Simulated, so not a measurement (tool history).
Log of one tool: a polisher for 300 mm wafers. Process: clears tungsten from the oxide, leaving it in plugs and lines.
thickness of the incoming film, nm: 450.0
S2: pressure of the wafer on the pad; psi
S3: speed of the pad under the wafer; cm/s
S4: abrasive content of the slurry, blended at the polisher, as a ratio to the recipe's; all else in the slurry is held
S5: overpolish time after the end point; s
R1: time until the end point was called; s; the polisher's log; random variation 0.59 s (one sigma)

{"run": 1, "hour": 0.0, "flow of slurry (ml/min)": 185, "S2": 4.7, "S3": 104, "S4": 1.0, "S5": 11, "R1": 66.17}
{"run": 2, "hour": 4.9, "flow of slurry (ml/min)": 185, "S2": 4.7, "S3": 104, "S4": 1.2, "S5": 11, "R1": 62.79}
{"run": 3, "hour": 8.1, "flow of slurry (ml/min)": 185, "S2": 5.1, "S3": 104, "S4": 1.2, "S5": 11, "R1": 59.329}
{"run": 4, "hour": 13.7, "flow of slurry (ml/min)": 185, "S2": 5.5, "S3": 104, "S4": 1.2, "S5": 11, "R1": 55.738}
{"run": 5, "hour": 17.7, "flow of slurry (ml/min)": 185, "S2": 5.5, "S3": 104, "S4": 1.2, "S5": 11, "R1": 56.617}
{"run": 6, "hour": 20.3, "flow of slurry (ml/min)": 185, "S2": 5.8, "S3": 104, "S4": 1.2, "S5": 11, "R1": 53.767}
{"run": 7, "hour": 24.8, "flow of slurry (ml/min)": 185, "S2": 6.0, "S3": 104, "S4": 1.2, "S5": 11, "R1": 51.797}

Run 8 comes next. What will it give?
{"run": 8, "hour": 28.2, "flow of slurry (ml/min)": 185, "S2": 6.2, "S3": 104, "S4": 1.2, "S5": 11, "R1": "?"}

R1: 49.869 s

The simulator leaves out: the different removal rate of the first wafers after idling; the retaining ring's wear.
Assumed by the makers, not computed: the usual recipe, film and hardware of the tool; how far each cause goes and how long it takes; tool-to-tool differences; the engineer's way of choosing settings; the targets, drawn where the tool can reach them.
